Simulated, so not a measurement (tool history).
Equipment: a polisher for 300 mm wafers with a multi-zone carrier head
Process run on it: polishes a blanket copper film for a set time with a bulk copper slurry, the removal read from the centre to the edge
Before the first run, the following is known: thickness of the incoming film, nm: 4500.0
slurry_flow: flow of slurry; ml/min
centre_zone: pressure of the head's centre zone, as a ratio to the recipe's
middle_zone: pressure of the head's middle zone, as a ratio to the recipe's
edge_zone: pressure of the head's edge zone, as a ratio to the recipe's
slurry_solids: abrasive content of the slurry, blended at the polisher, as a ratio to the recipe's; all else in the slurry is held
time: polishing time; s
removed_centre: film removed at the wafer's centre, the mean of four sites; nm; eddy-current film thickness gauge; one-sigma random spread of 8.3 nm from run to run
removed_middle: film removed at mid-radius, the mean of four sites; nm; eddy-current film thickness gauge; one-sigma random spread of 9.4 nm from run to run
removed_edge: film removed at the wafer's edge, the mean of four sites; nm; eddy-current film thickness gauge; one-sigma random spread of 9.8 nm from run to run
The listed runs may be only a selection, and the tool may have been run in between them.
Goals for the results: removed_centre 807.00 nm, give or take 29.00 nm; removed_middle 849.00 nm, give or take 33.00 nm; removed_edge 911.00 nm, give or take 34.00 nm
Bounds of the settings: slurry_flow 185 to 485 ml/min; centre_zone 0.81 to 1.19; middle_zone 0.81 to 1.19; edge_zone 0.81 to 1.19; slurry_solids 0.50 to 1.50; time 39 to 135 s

| run | hour | slurry_flow | centre_zone | middle_zone | edge_zone | slurry_solids | time | removed_centre | removed_middle | removed_edge |
|---|---|---|---|---|---|---|---|---|---|---|
| 1 | 0.0 | 310 | 1.00 | 1.00 | 1.00 | 1.00 | 87 | 1008.00 | 971.92 | 990.04 |
| 2 | 7.1 | 310 | 1.00 | 1.00 | 1.00 | 1.15 | 87 | 1037.70 | 1015.30 | 1022.50 |
| 3 | 13.5 | 305 | 0.96 | 0.98 | 0.98 | 1.10 | 87 | 999.85 | 977.31 | 1016.20 |
| 4 | 16.0 | 305 | 0.93 | 0.98 | 0.98 | 1.00 | 86 | 933.32 | 957.59 | 978.78 |
| 5 | 22.3 | 305 | 0.93 | 0.98 | 0.98 | 1.15 | 86 | 944.11 | 991.32 | 1000.70 |
| 6 | 23.9 | 305 | 0.91 | 0.96 | 0.97 | 1.10 | 85 | 913.68 | 950.57 | 984.44 |
| 7 | 32.4 | 305 | 0.89 | 0.95 | 0.96 | 1.05 | 85 | 894.74 | 939.04 | 969.32 |
| 8 | 34.6 | 300 | 0.88 | 0.94 | 0.96 | 1.00 | 85 | 875.73 | 896.52 | 948.67 |
| 9 | 38.9 | 295 | 0.87 | 0.94 | 0.96 | 1.00 | 85 | 873.42 | 922.26 | 954.02 |
| 10 | 43.5 | 295 | 0.86 | 0.93 | 0.96 | 0.95 | 85 | 853.98 | 881.28 | 938.52 |
| 11 | 51.9 | 290 | 0.85 | 0.93 | 0.96 | 0.95 | 85 | 842.75 | 876.52 | 950.28 |
| 12 | 56.6 | 290 | 0.84 | 0.93 | 0.95 | 0.95 | 85 | 835.29 | 884.16 | 942.02 |
| 13 | 65.1 | 290 | 0.84 | 0.93 | 0.94 | 0.95 | 85 | 841.91 | 881.98 | 936.56 |
| 14 | 66.8 | 290 | 0.83 | 0.93 | 0.94 | 0.95 | 85 | 832.38 | 874.43 | 945.17 |

Exactly one of the 5 candidate moves below puts every result within its allowed miss. Which one?
| A | 68.5 | 370 | 0.86 | 0.99 | 0.81 | 1.05 | 79 | ? | ? | ? |
| B | 68.5 | 335 | 0.85 | 1.11 | 0.93 | 1.00 | 74 | ? | ? | ? |
| C | 68.5 | 390 | 0.92 | 1.00 | 0.87 | 1.40 | 68 | ? | ? | ? |
| D | 68.5 | 280 | 0.91 | 0.88 | 0.88 | 0.90 | 79 | ? | ? | ? |
| E | 68.5 | 270 | 0.84 | 0.91 | 0.95 | 1.00 | 82 | ? | ? | ? |

| move | removed_centre | removed_middle | removed_edge |
|---|---|---|---|
| A | 838.10 | 907.17 | 868.11 |
| B | 762.24 | 917.46 | 828.92 |
| C | 820.89 | 850.05 | 822.22 |
| D | 818.06 | 770.83 | 839.36 |
| E | 816.99 | 842.04 | 912.46 |
A: moves the result that the last run missed by most past its target, out the other side
B: moves the result that the last run missed by most past its target, out the other side
C: moves the result that the last run missed by most past its target, out the other side
D: moves the result that the last run missed by most past its target, out the other side
E: every result lands within tolerance
Move E is the one to make.

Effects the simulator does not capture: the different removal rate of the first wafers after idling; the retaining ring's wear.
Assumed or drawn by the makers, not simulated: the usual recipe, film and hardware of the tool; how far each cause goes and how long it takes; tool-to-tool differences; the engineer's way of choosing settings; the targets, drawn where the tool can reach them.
